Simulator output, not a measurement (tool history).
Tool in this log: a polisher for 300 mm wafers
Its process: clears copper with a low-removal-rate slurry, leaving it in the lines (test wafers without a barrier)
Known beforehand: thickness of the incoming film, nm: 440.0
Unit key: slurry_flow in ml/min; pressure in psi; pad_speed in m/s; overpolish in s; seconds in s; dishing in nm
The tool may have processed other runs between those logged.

run	hour	slurry_flow	pressure	pad_speed	slurry_solids	overpolish	seconds	dishing
1	0.0	235	3.4	1.26	1.0	22	112.85	53.219
2	1.8	235	2.9	1.20	1.0	21	133.45	45.409
3	6.3	235	2.6	1.12	1.0	20	159.08	36.336
4	14.0	235	3.3	1.12	1.0	20	127.97	44.787
5	18.5	235	2.8	1.10	1.0	20	150.62	38.987
6	21.2	235	2.5	1.08	1.0	20	167.11	36.288
7	25.8	235	2.2	1.06	1.0	20	194.32	31.580
8	34.5	235	2.1	1.06	1.0	20	204.46	30.497
9	40.7	235	2.0	1.06	1.0	20	203.25	29.179

Expected results for the next run?
10	47.8	235	1.9	1.06	1.0	20	?	?

{"run 10": {"seconds": 220.41, "dishing": 28.305}}
